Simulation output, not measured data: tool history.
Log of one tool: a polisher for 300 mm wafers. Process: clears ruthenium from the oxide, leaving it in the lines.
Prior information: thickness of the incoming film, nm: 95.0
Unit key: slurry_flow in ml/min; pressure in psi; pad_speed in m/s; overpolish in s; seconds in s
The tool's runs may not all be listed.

| run | hour | slurry_flow | pressure | pad_speed | overpolish | seconds |
|---|---|---|---|---|---|---|
| 1 | 0 | 205 | 2.1 | 0.82 | 7 | 96.719 |
| 2 | 2.1 | 180 | 2.1 | 0.82 | 7 | 97.424 |
| 3 | 9.6 | 180 | 2.1 | 0.74 | 7 | 110.56 |
| 4 | 10.3 | 180 | 2.1 | 0.74 | 7 | 104.81 |
| 5 | 12.2 | 200 | 2.1 | 0.74 | 7 | 102.57 |
| 6 | 21.1 | 200 | 2.1 | 0.64 | 7 | 112.76 |

What will run 7 give?
| 7 | 28.1 | 200 | 2.1 | 0.64 | 7 | ? |

{"run 7": {"seconds": 117.52}}

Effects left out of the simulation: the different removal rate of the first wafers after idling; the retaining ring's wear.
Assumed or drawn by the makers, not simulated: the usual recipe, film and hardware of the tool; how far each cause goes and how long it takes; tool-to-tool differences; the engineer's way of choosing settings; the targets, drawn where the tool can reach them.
